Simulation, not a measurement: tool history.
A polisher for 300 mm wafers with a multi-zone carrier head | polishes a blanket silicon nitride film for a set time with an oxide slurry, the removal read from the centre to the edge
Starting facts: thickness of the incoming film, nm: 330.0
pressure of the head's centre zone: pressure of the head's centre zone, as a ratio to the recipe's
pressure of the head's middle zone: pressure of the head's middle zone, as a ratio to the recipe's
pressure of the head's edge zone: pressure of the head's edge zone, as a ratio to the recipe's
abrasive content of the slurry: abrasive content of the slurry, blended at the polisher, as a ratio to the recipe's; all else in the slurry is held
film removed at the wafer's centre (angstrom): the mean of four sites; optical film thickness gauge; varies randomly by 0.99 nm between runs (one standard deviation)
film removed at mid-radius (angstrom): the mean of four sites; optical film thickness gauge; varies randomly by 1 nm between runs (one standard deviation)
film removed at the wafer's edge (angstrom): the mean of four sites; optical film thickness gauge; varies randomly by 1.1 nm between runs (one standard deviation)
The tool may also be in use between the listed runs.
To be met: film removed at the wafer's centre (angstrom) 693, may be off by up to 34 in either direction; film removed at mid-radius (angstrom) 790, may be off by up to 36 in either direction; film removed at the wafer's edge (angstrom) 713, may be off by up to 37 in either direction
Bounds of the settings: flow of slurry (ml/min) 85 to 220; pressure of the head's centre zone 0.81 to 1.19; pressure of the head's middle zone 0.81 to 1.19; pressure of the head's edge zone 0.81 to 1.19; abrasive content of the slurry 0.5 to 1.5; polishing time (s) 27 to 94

| run | day | flow of slurry (ml/min) | pressure of the head's centre zone | pressure of the head's middle zone | pressure of the head's edge zone | abrasive content of the slurry | polishing time (s) | film removed at the wafer's centre (angstrom) | film removed at mid-radius (angstrom) | film removed at the wafer's edge (angstrom) |
|---|---|---|---|---|---|---|---|---|---|---|
| 1 | 0 | 140 | 1 | 1 | 1 | 1 | 60 | 578.62 | 549.24 | 546.02 |
| 2 | 0.188 | 140 | 1 | 1 | 1 | 1 | 47 | 449.54 | 430.71 | 418.37 |
| 3 | 0.229 | 145 | 0.99 | 1.03 | 1.02 | 1.1 | 49 | 488.66 | 490.13 | 492.36 |
| 4 | 0.271 | 155 | 1 | 1.06 | 1 | 1.2 | 50 | 534.71 | 541.6 | 511.52 |
| 5 | 0.588 | 155 | 0.96 | 1.06 | 1 | 1.2 | 50 | 518.81 | 537.87 | 502.62 |
| 6 | 0.758 | 155 | 0.96 | 1.1 | 1 | 1.2 | 50 | 512.73 | 556.33 | 497.44 |
| 7 | 1.062 | 160 | 0.97 | 1.12 | 1.02 | 1.25 | 51 | 548.04 | 613.18 | 534.28 |
| 8 | 1.208 | 160 | 0.97 | 1.12 | 1.02 | 1.25 | 51 | 547.08 | 585.65 | 529.03 |

Which of these 4 next moves meets every target?
| A | 1.354 | 145 | 0.91 | 1.1 | 0.99 | 1 | 78 | ? | ? | ? |
| B | 1.354 | 170 | 0.83 | 0.94 | 1.11 | 1.35 | 66 | ? | ? | ? |
| C | 1.354 | 150 | 0.88 | 1.01 | 1.19 | 1.45 | 37 | ? | ? | ? |
| D | 1.354 | 145 | 1.01 | 1.01 | 1.02 | 1.15 | 39 | ? | ? | ? |

| move | film removed at the wafer's centre (angstrom) | film removed at mid-radius (angstrom) | film removed at the wafer's edge (angstrom) |
|---|---|---|---|
| A | 709.33 | 799.93 | 713.41 |
| B | 656.79 | 701.12 | 746.54 |
| C | 388.1 | 419.01 | 436.53 |
| D | 415.85 | 397.65 | 387.01 |
A: all results land within tolerance of their targets
B: nearer than the last run, and not there yet
C: further off than the last run
D: further off than the last run
Go with A: it meets all targets.
